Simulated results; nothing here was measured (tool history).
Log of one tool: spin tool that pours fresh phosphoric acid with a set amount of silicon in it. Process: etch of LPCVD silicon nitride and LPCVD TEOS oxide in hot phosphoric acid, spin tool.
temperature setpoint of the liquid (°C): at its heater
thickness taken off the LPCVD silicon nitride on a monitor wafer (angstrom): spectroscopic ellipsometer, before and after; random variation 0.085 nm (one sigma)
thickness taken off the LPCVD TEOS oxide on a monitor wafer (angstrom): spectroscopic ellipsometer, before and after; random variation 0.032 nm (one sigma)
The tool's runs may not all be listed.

run    day  temperature setpoint of the liquid (°C)  silicon dissolved in the acid as it is poured (mg a litre)  time under the liquid (s)  thickness taken off the LPCVD silicon nitride on a monitor wafer (angstrom)  thickness taken off the LPCVD TEOS oxide on a monitor wafer (angstrom)
  1  0.000                                    161.0                                                        16.0                        180                                                                       151.43                                                                  5.0135
  2  0.142                                    163.0                                                        16.0                        180                                                                       162.88                                                                  6.1869
  3  0.425                                    163.5                                                        18.5                        190                                                                       174.76                                                                  5.9097
  4  0.588                                    163.5                                                        18.5                        230                                                                       211.41                                                                  7.5644
  5  0.950                                    163.5                                                        20.0                        235                                                                       216.52                                                                  7.1926
  6  1.233                                    163.5                                                        21.0                        235                                                                       215.89                                                                  7.0938
  7  1.446                                    163.5                                                        22.0                        240                                                                       220.15                                                                  7.7387

Forecast run 8:
  8  1.775                                    163.5                                                        24.0                        245                                                                            ?                                                                       ?

{"run 8": {"thickness taken off the LPCVD silicon nitride on a monitor wafer (angstrom)": 224.66, "thickness taken off the LPCVD TEOS oxide on a monitor wafer (angstrom)": 6.5496}}

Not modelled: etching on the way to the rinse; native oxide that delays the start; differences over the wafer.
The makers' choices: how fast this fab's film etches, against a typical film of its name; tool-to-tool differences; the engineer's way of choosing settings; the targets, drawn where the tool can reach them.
